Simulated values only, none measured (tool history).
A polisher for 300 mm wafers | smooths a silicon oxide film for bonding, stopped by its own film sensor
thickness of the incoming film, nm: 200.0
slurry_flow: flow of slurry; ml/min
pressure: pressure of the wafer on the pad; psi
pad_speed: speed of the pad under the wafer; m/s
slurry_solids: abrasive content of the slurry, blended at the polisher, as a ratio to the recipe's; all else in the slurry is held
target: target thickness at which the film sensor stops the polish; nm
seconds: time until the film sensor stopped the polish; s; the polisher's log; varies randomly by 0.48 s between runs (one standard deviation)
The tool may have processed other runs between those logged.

| run | hour | slurry_flow | pressure | pad_speed | slurry_solids | target | seconds |
|---|---|---|---|---|---|---|---|
| 1 | 0.0 | 165 | 1.9 | 0.74 | 1.0 | 182 | 38.743 |
| 2 | 6.3 | 160 | 1.7 | 0.74 | 1.0 | 182 | 43.050 |
| 3 | 14.2 | 160 | 1.7 | 0.84 | 1.0 | 182 | 40.296 |
| 4 | 20.7 | 160 | 1.7 | 0.84 | 1.0 | 182 | 40.583 |
| 5 | 27.3 | 160 | 1.7 | 0.84 | 1.0 | 184 | 35.385 |
| 6 | 32.2 | 190 | 1.7 | 0.84 | 1.0 | 184 | 35.077 |
| 7 | 40.6 | 185 | 1.6 | 0.84 | 1.0 | 184 | 37.322 |
| 8 | 44.2 | 185 | 1.6 | 0.84 | 1.0 | 184 | 37.492 |

The next listed run, before its measurement:
| 9 | 47.0 | 175 | 1.4 | 0.84 | 1.0 | 184 | ? |

Logged for run 9: seconds 42.778 s.

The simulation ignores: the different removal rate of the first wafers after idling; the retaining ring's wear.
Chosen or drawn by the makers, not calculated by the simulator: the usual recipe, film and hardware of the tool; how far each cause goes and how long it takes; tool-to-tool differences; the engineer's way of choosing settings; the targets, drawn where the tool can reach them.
